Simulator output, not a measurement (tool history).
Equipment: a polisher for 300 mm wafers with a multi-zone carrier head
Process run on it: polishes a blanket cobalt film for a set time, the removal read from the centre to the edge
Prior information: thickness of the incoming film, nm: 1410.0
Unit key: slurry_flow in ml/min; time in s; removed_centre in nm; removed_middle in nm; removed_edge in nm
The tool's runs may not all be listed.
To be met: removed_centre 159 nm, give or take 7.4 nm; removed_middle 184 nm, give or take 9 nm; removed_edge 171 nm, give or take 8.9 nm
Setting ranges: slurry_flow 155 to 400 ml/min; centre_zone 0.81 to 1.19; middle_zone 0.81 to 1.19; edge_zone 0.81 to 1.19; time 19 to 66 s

| run | hour | slurry_flow | centre_zone | middle_zone | edge_zone | time | removed_centre | removed_middle | removed_edge |
|---|---|---|---|---|---|---|---|---|---|
| 1 | 0 | 255 | 1 | 1 | 1 | 42 | 235.81 | 227.83 | 240.86 |
| 2 | 5.9 | 230 | 1 | 1 | 1 | 42 | 235.84 | 229.45 | 238.71 |
| 3 | 8.8 | 230 | 0.94 | 1 | 1 | 42 | 225.17 | 227.96 | 232.18 |
| 4 | 15.1 | 230 | 0.94 | 0.93 | 1 | 42 | 226.2 | 222.74 | 244.05 |
| 5 | 19.9 | 230 | 0.99 | 0.93 | 1 | 42 | 234.25 | 226.47 | 237.82 |
| 6 | 25.6 | 230 | 0.99 | 0.93 | 1.07 | 42 | 233.44 | 221.44 | 239.73 |
| 7 | 29 | 230 | 0.99 | 0.93 | 1.07 | 42 | 239.83 | 224.63 | 240.44 |
| 8 | 34 | 220 | 0.98 | 0.96 | 1.06 | 41 | 220.92 | 217.12 | 229.61 |
| 9 | 36 | 220 | 0.98 | 0.96 | 1.06 | 41 | 219.28 | 221.45 | 237.88 |
| 10 | 38.8 | 225 | 0.98 | 0.99 | 1.04 | 40 | 219.75 | 218.82 | 230.14 |
| 11 | 45.1 | 215 | 0.98 | 1.01 | 1.03 | 39 | 215.9 | 215.42 | 220.52 |
| 12 | 51.8 | 210 | 0.97 | 1.02 | 1.03 | 38 | 207.93 | 210.33 | 219.15 |
| 13 | 57.3 | 205 | 0.96 | 1.04 | 1.01 | 37 | 195.51 | 206.91 | 213.1 |
| 14 | 63.9 | 200 | 0.97 | 1.06 | 1 | 36 | 196.45 | 205.81 | 203.13 |
| 15 | 70.1 | 195 | 0.96 | 1.07 | 1 | 35 | 190.66 | 196.05 | 198.67 |
| 16 | 70.8 | 230 | 0.86 | 1.17 | 0.9 | 30 | 148.06 | 182.47 | 163.26 |

Which of these 4 next moves meets every target?
| A | 71.5 | 220 | 1.13 | 1 | 0.84 | 30 | ? | ? | ? |
| B | 71.5 | 175 | 0.85 | 1.08 | 0.85 | 33 | ? | ? | ? |
| C | 71.5 | 225 | 0.93 | 1.19 | 0.81 | 30 | ? | ? | ? |
| D | 71.5 | 215 | 0.91 | 1.18 | 0.92 | 34 | ? | ? | ? |

| move | removed_centre | removed_middle | removed_edge |
|---|---|---|---|
| A | 183.14 | 169.57 | 158.51 |
| B | 160.17 | 192.01 | 172.88 |
| C | 158.59 | 188.17 | 156.39 |
| D | 176.27 | 211.49 | 185.25 |
A: carries the result that was furthest off beyond its target, to the other side
B: every result lands within tolerance
C: meets the target for the result that was furthest off, but another lies outside its allowed miss
D: carries the result that was furthest off beyond its target, to the other side
Move B is the one to make.
